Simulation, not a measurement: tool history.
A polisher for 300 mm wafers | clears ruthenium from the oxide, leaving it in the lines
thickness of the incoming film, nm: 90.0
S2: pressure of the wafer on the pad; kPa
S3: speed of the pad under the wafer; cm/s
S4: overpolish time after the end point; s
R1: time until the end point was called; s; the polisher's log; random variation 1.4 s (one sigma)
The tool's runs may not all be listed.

{"run": 1, "hour": 0.0, "flow of slurry (ml/min)": 275, "S2": 11.7, "S3": 124, "S4": 24, "R1": 88.751}
{"run": 2, "hour": 3.8, "flow of slurry (ml/min)": 275, "S2": 11, "S3": 124, "S4": 24, "R1": 95.611}
{"run": 3, "hour": 4.7, "flow of slurry (ml/min)": 275, "S2": 11, "S3": 112, "S4": 24, "R1": 101.88}
{"run": 4, "hour": 5.9, "flow of slurry (ml/min)": 275, "S2": 12.4, "S3": 112, "S4": 24, "R1": 91.377}
{"run": 5, "hour": 6.9, "flow of slurry (ml/min)": 275, "S2": 12.4, "S3": 142, "S4": 24, "R1": 74.255}
{"run": 6, "hour": 15.3, "flow of slurry (ml/min)": 275, "S2": 14.5, "S3": 142, "S4": 24, "R1": 63.365}

The next listed run, before its measurement:
{"run": 7, "hour": 23.3, "flow of slurry (ml/min)": 275, "S2": 12.4, "S3": 140, "S4": 24, "R1": "?"}

{"run 7": {"R1": 75.307}}

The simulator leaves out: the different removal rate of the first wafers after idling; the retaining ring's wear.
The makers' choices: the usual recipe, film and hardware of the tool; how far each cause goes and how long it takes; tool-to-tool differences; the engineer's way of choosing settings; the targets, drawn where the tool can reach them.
